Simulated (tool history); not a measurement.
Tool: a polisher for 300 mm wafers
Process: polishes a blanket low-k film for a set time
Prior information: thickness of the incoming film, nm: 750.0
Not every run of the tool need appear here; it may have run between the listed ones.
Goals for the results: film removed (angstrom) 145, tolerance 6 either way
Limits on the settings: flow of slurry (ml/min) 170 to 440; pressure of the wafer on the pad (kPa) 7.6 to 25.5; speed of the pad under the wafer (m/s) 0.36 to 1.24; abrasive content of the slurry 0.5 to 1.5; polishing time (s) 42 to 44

run,hour,flow of slurry (ml/min),pressure of the wafer on the pad (kPa),speed of the pad under the wafer (m/s),abrasive content of the slurry,polishing time (s),film removed (angstrom)
1,0,280,16.5,0.8,1,42,192.91
2,3.9,280,20,0.8,1,42,217.94
3,7.2,280,20,0.62,1,42,178.45
4,10.4,280,18.6,0.62,1,42,173.66
5,16.8,280,18.6,0.62,1.2,42,182.17
6,22.3,280,15.9,0.62,1.2,42,169.59
7,27.9,280,11.7,0.58,1.2,42,134.01
8,29.8,280,12.4,0.58,1.2,42,135.94

Exercise: of the 5 proposed moves below, exactly one satisfies all targets within the stated allowed misses. Which move is it?
A,31.7,280,11.7,0.54,1.25,42,?
B,31.7,225,11,0.62,1.2,42,?
C,31.7,280,12.4,0.64,1.2,44,?
D,31.7,280,13.1,0.52,1.35,44,?
E,31.7,330,7.6,0.66,1.4,42,?

move,film removed (angstrom)
A,128.24
B,132.7
C,155.74
D,142.85
E,129.55
A: misses by more than the last run did
B: misses by more than the last run did
C: pushes the last run's worst result past its target
D: every result within its allowed miss
E: misses by more than the last run did
So the answer is move D, the one that meets all the targets.
